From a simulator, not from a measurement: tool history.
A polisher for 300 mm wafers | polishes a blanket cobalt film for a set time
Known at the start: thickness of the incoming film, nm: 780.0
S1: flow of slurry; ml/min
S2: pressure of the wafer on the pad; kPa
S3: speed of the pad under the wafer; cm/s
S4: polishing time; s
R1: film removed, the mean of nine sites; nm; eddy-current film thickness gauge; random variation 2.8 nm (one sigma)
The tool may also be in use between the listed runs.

{"run": 1, "hour": 0.0, "S1": 155, "S2": 15.2, "S3": 76, "S4": 90, "R1": 353.63}
{"run": 2, "hour": 6.4, "S1": 175, "S2": 15.2, "S3": 76, "S4": 90, "R1": 354.64}
{"run": 3, "hour": 7.7, "S1": 175, "S2": 15.2, "S3": 76, "S4": 94, "R1": 372.1}
{"run": 4, "hour": 14.2, "S1": 175, "S2": 17.9, "S3": 76, "S4": 94, "R1": 430.76}
{"run": 5, "hour": 20.6, "S1": 175, "S2": 15.2, "S3": 72, "S4": 94, "R1": 350.24}
{"run": 6, "hour": 27.0, "S1": 175, "S2": 11.7, "S3": 72, "S4": 94, "R1": 281.18}

Run 7 comes next. What will it give?
{"run": 7, "hour": 30.0, "S1": 175, "S2": 10.3, "S3": 72, "S4": 94, "R1": "?"}

R1: 245.11 nm
